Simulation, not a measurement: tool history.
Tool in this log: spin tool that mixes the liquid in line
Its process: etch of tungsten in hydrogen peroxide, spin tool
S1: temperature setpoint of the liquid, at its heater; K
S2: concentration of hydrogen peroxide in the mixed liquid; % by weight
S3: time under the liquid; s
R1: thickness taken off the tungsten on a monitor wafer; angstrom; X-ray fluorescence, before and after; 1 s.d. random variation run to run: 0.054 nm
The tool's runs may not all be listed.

| run | hour | S1 | S2 | S3 | R1 |
|---|---|---|---|---|---|
| 1 | 0 | 323.15 | 15.5 | 15 | 152.5 |
| 2 | 4.1 | 320.15 | 15.5 | 15 | 127.57 |
| 3 | 5.8 | 318.15 | 15.5 | 15 | 112.74 |
| 4 | 12.8 | 318.15 | 12.5 | 15 | 102.36 |
| 5 | 20 | 318.15 | 12.5 | 15 | 100.28 |
| 6 | 28.7 | 316.65 | 12.5 | 15 | 92.641 |
| 7 | 30.3 | 315.65 | 12.5 | 15 | 85.059 |

What will run 8 give?
| 8 | 33 | 314.65 | 12.5 | 15 | ? |

R1: 80.959 angstrom
